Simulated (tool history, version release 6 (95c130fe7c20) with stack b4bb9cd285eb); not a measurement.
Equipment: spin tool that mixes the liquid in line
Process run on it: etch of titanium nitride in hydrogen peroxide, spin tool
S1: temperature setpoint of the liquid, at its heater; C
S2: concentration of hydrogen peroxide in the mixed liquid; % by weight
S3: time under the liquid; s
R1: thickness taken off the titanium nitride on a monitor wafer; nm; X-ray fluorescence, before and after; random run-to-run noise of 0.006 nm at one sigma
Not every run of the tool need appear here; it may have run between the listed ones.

| run | day | S1 | S2 | S3 | R1 |
|---|---|---|---|---|---|
| 1 | 0.000 | 50.0 | 16 | 100 | 2.0281 |
| 2 | 0.254 | 49.0 | 16 | 100 | 1.8537 |
| 3 | 0.546 | 48.0 | 16 | 100 | 1.7272 |
| 4 | 0.758 | 48.0 | 14 | 100 | 1.6717 |
| 5 | 0.796 | 45.0 | 14 | 100 | 1.3342 |
| 6 | 0.838 | 45.0 | 17 | 100 | 1.4018 |
| 7 | 1.167 | 44.5 | 17 | 100 | 1.3484 |
| 8 | 1.229 | 44.0 | 17 | 100 | 1.2969 |

Run 9 is up next; what results do you expect?
| 9 | 1.600 | 43.5 | 17 | 100 | ? |

{"run 9": {"R1": 1.2555}}
